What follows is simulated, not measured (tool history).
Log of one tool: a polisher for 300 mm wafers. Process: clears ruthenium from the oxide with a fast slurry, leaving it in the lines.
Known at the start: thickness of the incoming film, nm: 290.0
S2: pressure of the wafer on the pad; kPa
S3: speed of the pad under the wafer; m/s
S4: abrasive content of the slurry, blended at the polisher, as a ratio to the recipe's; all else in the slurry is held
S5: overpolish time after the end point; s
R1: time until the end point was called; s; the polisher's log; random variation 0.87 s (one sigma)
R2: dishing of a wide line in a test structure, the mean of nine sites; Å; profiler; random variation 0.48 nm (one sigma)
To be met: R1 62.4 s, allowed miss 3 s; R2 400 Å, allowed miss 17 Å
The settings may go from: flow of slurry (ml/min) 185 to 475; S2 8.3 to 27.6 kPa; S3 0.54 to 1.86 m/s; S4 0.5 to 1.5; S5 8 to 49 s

run 1 hour=0 | flow_of_slurry_(ml/min)=305 S2=17.9 S3=1.18 S4=1 S5=25 | R1=71.766 R2=778.2
run 2 hour=2.8 | flow_of_slurry_(ml/min)=255 S2=17.9 S3=1.18 S4=1 S5=25 | R1=74.873 R2=790.14
run 3 hour=5.1 | flow_of_slurry_(ml/min)=295 S2=17.9 S3=1.18 S4=1 S5=22 | R1=72.058 R2=701.69
run 4 hour=8.7 | flow_of_slurry_(ml/min)=295 S2=17.9 S3=1.18 S4=0.8 S5=22 | R1=81.625 R2=632.84
run 5 hour=11.8 | flow_of_slurry_(ml/min)=325 S2=18.6 S3=1.18 S4=0.8 S5=20 | R1=78.746 R2=603.73
run 6 hour=16.6 | flow_of_slurry_(ml/min)=350 S2=18.6 S3=1.2 S4=0.8 S5=18 | R1=75.655 R2=558.03
run 7 hour=23.3 | flow_of_slurry_(ml/min)=435 S2=20.7 S3=1.24 S4=0.75 S5=8 | R1=70.433 R2=301.25
run 8 hour=27.4 | flow_of_slurry_(ml/min)=420 S2=21.4 S3=1.24 S4=0.75 S5=8 | R1=66.953 R2=305.02
run 9 hour=34.6 | flow_of_slurry_(ml/min)=400 S2=21.4 S3=1.24 S4=0.75 S5=8 | R1=68.397 R2=304.6
run 10 hour=35.8 | flow_of_slurry_(ml/min)=400 S2=21.4 S3=1.24 S4=0.75 S5=8 | R1=67.267 R2=301.42
run 11 hour=42.6 | flow_of_slurry_(ml/min)=400 S2=21.4 S3=1.26 S4=0.75 S5=9 | R1=68.498 R2=340.33
run 12 hour=47.1 | flow_of_slurry_(ml/min)=390 S2=22.1 S3=1.26 S4=0.75 S5=9 | R1=64.29 R2=351.73
run 13 hour=56 | flow_of_slurry_(ml/min)=380 S2=22.1 S3=1.26 S4=0.75 S5=9 | R1=64.137 R2=353.23
run 14 hour=64.7 | flow_of_slurry_(ml/min)=370 S2=22.1 S3=1.26 S4=0.75 S5=9 | R1=65.444 R2=351.22
run 15 hour=68.7 | flow_of_slurry_(ml/min)=360 S2=22.1 S3=1.26 S4=0.75 S5=9 | R1=65.909 R2=340.6
run 16 hour=74.6 | flow_of_slurry_(ml/min)=355 S2=22.1 S3=1.28 S4=0.75 S5=9 | R1=64.978 R2=351.36
run 17 hour=78.2 | flow_of_slurry_(ml/min)=350 S2=22.1 S3=1.28 S4=0.75 S5=9 | R1=65.187 R2=350.94
run 18 hour=83.4 | flow_of_slurry_(ml/min)=345 S2=22.1 S3=1.28 S4=0.75 S5=9 | R1=64.094 R2=342.57
run 19 hour=87.9 | flow_of_slurry_(ml/min)=345 S2=22.1 S3=1.28 S4=0.75 S5=9 | R1=65.518 R2=345.09

4 next moves are on the table. One of them brings every result within its allowed miss. Which?
run A hour=92.4 | flow_of_slurry_(ml/min)=285 S2=24.1 S3=1.48 S4=0.6 S5=8 | R1=? R2=?
run B hour=92.4 | flow_of_slurry_(ml/min)=370 S2=23.4 S3=1.4 S4=0.65 S5=10 | R1=? R2=?
run C hour=92.4 | flow_of_slurry_(ml/min)=360 S2=17.2 S3=1.4 S4=0.8 S5=13 | R1=? R2=?
run D hour=92.4 | flow_of_slurry_(ml/min)=330 S2=17.2 S3=1.5 S4=0.85 S5=8 | R1=? R2=?

move=A R1=63.491 R2=325.37
move=B R1=63.065 R2=403.28
move=C R1=74.935 R2=438.17
move=D R1=69.131 R2=300.27
A: further off than the last run
B: meets every target
C: takes the result that was furthest off past its target
D: further off than the last run
Move B is the one to make.

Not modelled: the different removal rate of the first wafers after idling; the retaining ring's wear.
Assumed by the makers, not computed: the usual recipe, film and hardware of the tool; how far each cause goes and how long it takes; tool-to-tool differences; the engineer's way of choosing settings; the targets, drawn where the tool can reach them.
